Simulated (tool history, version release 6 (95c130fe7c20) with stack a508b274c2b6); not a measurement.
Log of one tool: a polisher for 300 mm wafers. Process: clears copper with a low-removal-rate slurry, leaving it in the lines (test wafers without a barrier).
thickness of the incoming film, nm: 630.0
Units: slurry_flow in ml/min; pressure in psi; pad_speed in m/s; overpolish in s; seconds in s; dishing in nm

{"run": 1, "hour": 0.0, "slurry_flow": 290, "pressure": 3.6, "pad_speed": 1.34, "slurry_solids": 1.0, "overpolish": 20, "seconds": 180.09, "dishing": 22.005}
{"run": 2, "hour": 0.7, "slurry_flow": 225, "pressure": 3.6, "pad_speed": 1.34, "slurry_solids": 1.0, "overpolish": 20, "seconds": 186.44, "dishing": 21.978}
{"run": 3, "hour": 7.8, "slurry_flow": 305, "pressure": 2.9, "pad_speed": 1.58, "slurry_solids": 1.05, "overpolish": 15, "seconds": 189.78, "dishing": 18.845}
{"run": 4, "hour": 8.8, "slurry_flow": 305, "pressure": 2.9, "pad_speed": 1.84, "slurry_solids": 1.05, "overpolish": 15, "seconds": 171.67, "dishing": 20.149}
{"run": 5, "hour": 16.0, "slurry_flow": 355, "pressure": 2.6, "pad_speed": 1.88, "slurry_solids": 1.2, "overpolish": 12, "seconds": 174.7, "dishing": 17.522}
{"run": 6, "hour": 18.4, "slurry_flow": 355, "pressure": 2.6, "pad_speed": 1.56, "slurry_solids": 1.2, "overpolish": 12, "seconds": 210.77, "dishing": 16.081}
{"run": 7, "hour": 23.7, "slurry_flow": 435, "pressure": 3.6, "pad_speed": 1.2, "slurry_solids": 1.45, "overpolish": 6, "seconds": 178.67, "dishing": 12.119}
{"run": 8, "hour": 31.7, "slurry_flow": 430, "pressure": 3.8, "pad_speed": 1.22, "slurry_solids": 1.45, "overpolish": 6, "seconds": 160.89, "dishing": 12.698}
{"run": 9, "hour": 39.8, "slurry_flow": 425, "pressure": 3.9, "pad_speed": 1.22, "slurry_solids": 1.45, "overpolish": 6, "seconds": 161.55, "dishing": 12.639}
{"run": 10, "hour": 40.3, "slurry_flow": 425, "pressure": 3.9, "pad_speed": 1.22, "slurry_solids": 1.45, "overpolish": 6, "seconds": 164.23, "dishing": 12.969}
{"hour": 42.4, "done": "worn pad replaced by a new one"}
{"run": 11, "hour": 42.4, "slurry_flow": 430, "pressure": 4.0, "pad_speed": 1.22, "slurry_solids": 1.45, "overpolish": 6, "seconds": 136.59, "dishing": 13.724}
{"run": 12, "hour": 43.6, "slurry_flow": 430, "pressure": 4.0, "pad_speed": 1.22, "slurry_solids": 1.45, "overpolish": 6, "seconds": 141.42, "dishing": 14.173}
{"run": 13, "hour": 45.5, "slurry_flow": 435, "pressure": 4.0, "pad_speed": 1.22, "slurry_solids": 1.45, "overpolish": 6, "seconds": 141.41, "dishing": 14.074}
{"run": 14, "hour": 51.8, "slurry_flow": 430, "pressure": 4.0, "pad_speed": 1.22, "slurry_solids": 1.45, "overpolish": 6, "seconds": 138.41, "dishing": 14.204}
{"run": 15, "hour": 59.4, "slurry_flow": 450, "pressure": 3.1, "pad_speed": 1.4, "slurry_solids": 1.5, "overpolish": 6, "seconds": 158.07, "dishing": 12.614}

The next listed run, before its measurement:
{"run": 16, "hour": 65.9, "slurry_flow": 450, "pressure": 3.4, "pad_speed": 1.38, "slurry_solids": 1.5, "overpolish": 8, "seconds": "?", "dishing": "?"}

For run 16 the tool returned seconds 145.99 s, dishing 16.362 nm.

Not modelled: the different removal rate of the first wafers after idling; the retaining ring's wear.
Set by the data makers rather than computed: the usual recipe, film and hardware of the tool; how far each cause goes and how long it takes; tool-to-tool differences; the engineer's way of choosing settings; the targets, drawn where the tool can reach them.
